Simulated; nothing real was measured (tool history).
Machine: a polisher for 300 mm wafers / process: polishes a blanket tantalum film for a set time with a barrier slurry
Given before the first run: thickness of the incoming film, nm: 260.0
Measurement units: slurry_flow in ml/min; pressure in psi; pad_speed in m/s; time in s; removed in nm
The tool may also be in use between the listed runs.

run 1 day=0 | slurry_flow=205 pressure=1.6 pad_speed=1.1 slurry_solids=1 time=24 | removed=30.853
run 2 day=0.175 | slurry_flow=205 pressure=1.6 pad_speed=1.1 slurry_solids=1.2 time=24 | removed=32.442
run 3 day=0.338 | slurry_flow=205 pressure=1.6 pad_speed=1.1 slurry_solids=1.4 time=24 | removed=35.1
run 4 day=0.704 | slurry_flow=240 pressure=1.6 pad_speed=1.1 slurry_solids=1.4 time=24 | removed=36.096
run 5 day=1.025 | slurry_flow=240 pressure=1.5 pad_speed=1.04 slurry_solids=1.4 time=24 | removed=31.562
run 6 day=1.312 | slurry_flow=240 pressure=1.5 pad_speed=1.04 slurry_solids=1.5 time=24 | removed=31.793
run 7 day=1.6 | slurry_flow=240 pressure=1.4 pad_speed=1 slurry_solids=1.5 time=24 | removed=28.318
run 8 day=1.742 | slurry_flow=240 pressure=1.4 pad_speed=1 slurry_solids=1.5 time=24 | removed=29.041
run 9 day=1.829 | slurry_flow=240 pressure=1.3 pad_speed=0.96 slurry_solids=1.5 time=24 | removed=26.281
run 10 day=2.088 | slurry_flow=240 pressure=1.2 pad_speed=0.92 slurry_solids=1.5 time=24 | removed=23.214
run 11 day=2.383 | slurry_flow=240 pressure=1.1 pad_speed=0.9 slurry_solids=1.5 time=24 | removed=21.527
run 12 day=2.429 | slurry_flow=240 pressure=1.1 pad_speed=0.9 slurry_solids=1.5 time=24 | removed=21.29
run 13 day=2.8 | slurry_flow=240 pressure=1 pad_speed=0.88 slurry_solids=1.5 time=24 | removed=18.808
run 14 day=3.067 | slurry_flow=235 pressure=0.8 pad_speed=0.86 slurry_solids=1.5 time=24 | removed=15.682
run 15 day=3.254 | slurry_flow=220 pressure=0.7 pad_speed=0.84 slurry_solids=1.5 time=24 | removed=13.302
run 16 day=3.621 | slurry_flow=225 pressure=0.7 pad_speed=0.84 slurry_solids=1.5 time=24 | removed=13.468
run 17 day=3.846 | slurry_flow=230 pressure=0.7 pad_speed=0.84 slurry_solids=1.5 time=24 | removed=13.574
run 18 day=3.95 | slurry_flow=240 pressure=0.7 pad_speed=0.84 slurry_solids=1.5 time=24 | removed=13.34
run 19 day=4.179 | slurry_flow=240 pressure=0.8 pad_speed=0.84 slurry_solids=1.5 time=24 | removed=14.928
run 20 day=4.475 | slurry_flow=235 pressure=0.8 pad_speed=0.84 slurry_solids=1.5 time=24 | removed=15.056
run 21 day=4.733 | slurry_flow=235 pressure=0.8 pad_speed=0.84 slurry_solids=1.5 time=24 | removed=15.221
run 22 day=5.046 | slurry_flow=230 pressure=0.8 pad_speed=0.84 slurry_solids=1.5 time=24 | removed=15.037
run 23 day=5.358 | slurry_flow=220 pressure=0.7 pad_speed=0.84 slurry_solids=1.5 time=24 | removed=13.411

Predict the results of run 24:
run 24 day=5.454 | slurry_flow=225 pressure=0.7 pad_speed=0.84 slurry_solids=1.5 time=24 | removed=?

removed: 13.081 nm

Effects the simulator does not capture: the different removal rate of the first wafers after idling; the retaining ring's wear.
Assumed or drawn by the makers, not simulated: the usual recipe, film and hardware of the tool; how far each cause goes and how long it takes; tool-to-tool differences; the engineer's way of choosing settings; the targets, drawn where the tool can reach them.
